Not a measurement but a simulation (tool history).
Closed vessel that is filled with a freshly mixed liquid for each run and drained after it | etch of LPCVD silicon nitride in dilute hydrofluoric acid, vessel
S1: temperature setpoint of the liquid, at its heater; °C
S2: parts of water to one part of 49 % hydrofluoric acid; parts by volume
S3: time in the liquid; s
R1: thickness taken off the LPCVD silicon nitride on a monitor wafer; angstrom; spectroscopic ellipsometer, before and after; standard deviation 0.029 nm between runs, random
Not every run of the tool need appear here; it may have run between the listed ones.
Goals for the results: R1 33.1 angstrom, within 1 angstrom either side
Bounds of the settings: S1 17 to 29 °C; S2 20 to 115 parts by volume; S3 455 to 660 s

run  hour    S1  S2   S3      R1
  1     0    21  65  660  40.247
  2   2.8    21  65  660  40.105
  3   9.7    21  65  660  40.004
  4  11.8  20.5  65  660  39.426
  5  18.8    19  65  660  34.702
  6  26.1    19  65  455  23.893
  7  33.1    19  65  455      24
  8  35.2  19.5  65  455  24.779
  9  37.7    20  65  455  26.152
 10  40.3  20.5  65  455  26.781
 11  42.2    21  65  455  27.866

Exercise: of the 4 proposed moves below, exactly one satisfies all targets within the stated allowed misses. Which move is it?
  A  44.1    21  65  585   ?
  B  44.1  22.5  65  455   ?
  C  44.1    26  85  545   ?
  D  44.1  19.5  55  510   ?

move      R1
   A  35.675
   B  30.733
   C  35.673
   D      33
A: moves the result that the last run missed by most past its target, out the other side
B: moves toward the targets from the last run without getting all of them in spec
C: moves the result that the last run missed by most past its target, out the other side
D: every result lands within tolerance
D meets every target.
